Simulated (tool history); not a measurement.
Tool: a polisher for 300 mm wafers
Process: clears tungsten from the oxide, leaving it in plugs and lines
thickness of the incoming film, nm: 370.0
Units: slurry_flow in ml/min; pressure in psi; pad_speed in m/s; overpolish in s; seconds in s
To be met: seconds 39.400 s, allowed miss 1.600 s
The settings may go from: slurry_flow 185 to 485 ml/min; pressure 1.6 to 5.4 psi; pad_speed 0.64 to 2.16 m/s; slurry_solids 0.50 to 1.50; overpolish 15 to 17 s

run  hour  slurry_flow  pressure  pad_speed  slurry_solids  overpolish  seconds
  1   0.0          310       3.5       1.40           1.00          15   71.194
  2   7.9          310       3.8       1.42           1.00          15   65.299
  3  16.1          310       3.8       1.42           0.85          15   66.746
  4  18.4          310       3.8       1.58           0.85          15   60.824
  5  20.2          310       4.1       1.58           0.85          15   57.944
  6  22.1          310       4.1       1.58           0.75          15   59.268
  7  24.3          310       5.1       1.66           0.75          15   44.441
  8  25.0          310       5.2       1.68           0.75          15   44.309
     31.6  -- slurry nozzle cleaned
  9  31.6          310       5.2       1.70           0.75          15   42.337

5 next moves are on the table. One of them brings every result within its allowed miss. Which?
  A  38.2          285       5.4       1.72           0.65          16        ?
  B  38.2          285       4.8       1.82           0.70          16        ?
  C  38.2          325       5.2       1.82           0.80          16        ?
  D  38.2          315       5.4       2.00           0.70          16        ?
  E  38.2          330       5.3       1.64           0.65          15        ?

move  seconds
   A   42.007
   B   44.029
   C   39.494
   D   35.987
   E   43.913
A: nearer than the last run, and not there yet
B: further off than the last run
C: meets every target
D: takes the result that was furthest off past its target
E: further off than the last run
Move C is the one to make.
